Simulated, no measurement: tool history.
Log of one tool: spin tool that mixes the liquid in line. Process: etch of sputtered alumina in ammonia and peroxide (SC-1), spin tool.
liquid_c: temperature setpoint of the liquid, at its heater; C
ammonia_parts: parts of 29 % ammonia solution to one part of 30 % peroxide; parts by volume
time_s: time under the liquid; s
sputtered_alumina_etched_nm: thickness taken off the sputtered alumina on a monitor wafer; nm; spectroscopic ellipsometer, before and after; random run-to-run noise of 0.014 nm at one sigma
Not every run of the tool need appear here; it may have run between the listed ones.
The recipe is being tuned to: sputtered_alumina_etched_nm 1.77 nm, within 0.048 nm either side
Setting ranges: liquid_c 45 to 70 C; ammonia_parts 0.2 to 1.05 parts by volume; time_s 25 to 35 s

run,hour,liquid_c,ammonia_parts,time_s,sputtered_alumina_etched_nm
1,0,61,0.55,35,2.8696
2,8.9,66.5,0.55,35,3.7987
3,9.7,66.5,0.55,25,2.7213
4,18.6,62,0.55,25,2.1675
5,23.5,69,0.55,25,3.0488
6,30.8,70,0.55,25,3.1806
7,33,66.5,0.55,25,2.7098
8,38.5,64.5,0.55,25,2.4833

Pick the move, out of 4, that brings all results within their allowed miss; only one does.
A,44,58.5,0.45,25,?
B,44,69,0.45,35,?
C,44,66.5,0.8,35,?
D,44,52.5,0.4,30,?

move,sputtered_alumina_etched_nm
A,1.7922
B,4.2451
C,3.9677
D,1.5477
A: hits every target within its allowed miss
B: lands further from the targets than the last run did
C: lands further from the targets than the last run did
D: carries the result that was furthest off beyond its target, to the other side
Answer: A
